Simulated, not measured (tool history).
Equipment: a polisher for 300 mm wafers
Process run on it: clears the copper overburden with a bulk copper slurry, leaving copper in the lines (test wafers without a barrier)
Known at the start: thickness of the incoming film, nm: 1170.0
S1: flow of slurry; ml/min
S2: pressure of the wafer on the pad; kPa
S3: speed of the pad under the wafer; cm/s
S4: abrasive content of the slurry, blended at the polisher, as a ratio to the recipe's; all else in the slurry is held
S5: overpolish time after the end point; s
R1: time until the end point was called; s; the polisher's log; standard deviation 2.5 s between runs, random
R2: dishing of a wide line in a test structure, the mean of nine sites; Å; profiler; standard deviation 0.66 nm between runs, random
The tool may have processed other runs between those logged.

run  hour   S1    S2   S3  S4  S5      R1      R2
  1     0  120  22.1  102   1  23  105.89  961.58
  2   0.9  120  18.6  104   1  18  124.65  746.91
  3   4.6  120  16.5  106   1  16  135.19  677.44
  4  10.6  120  15.2  106   1  14  148.85  554.85
  5  14.6  120  17.2  106   1  14  130.86  621.22
  6  20.8  140  17.2  106   1  14  128.02  635.52
  7  29.5  135    11  106   1  12  197.69  397.56
  8  31.7  135  12.4  106   1  13  178.06   465.8

Run 9 is up next; what results do you expect?
  9  39.2  135  13.1  106   1  13   ?   ?

{"run 9": {"R1": 164.78, "R2": 480.89}}
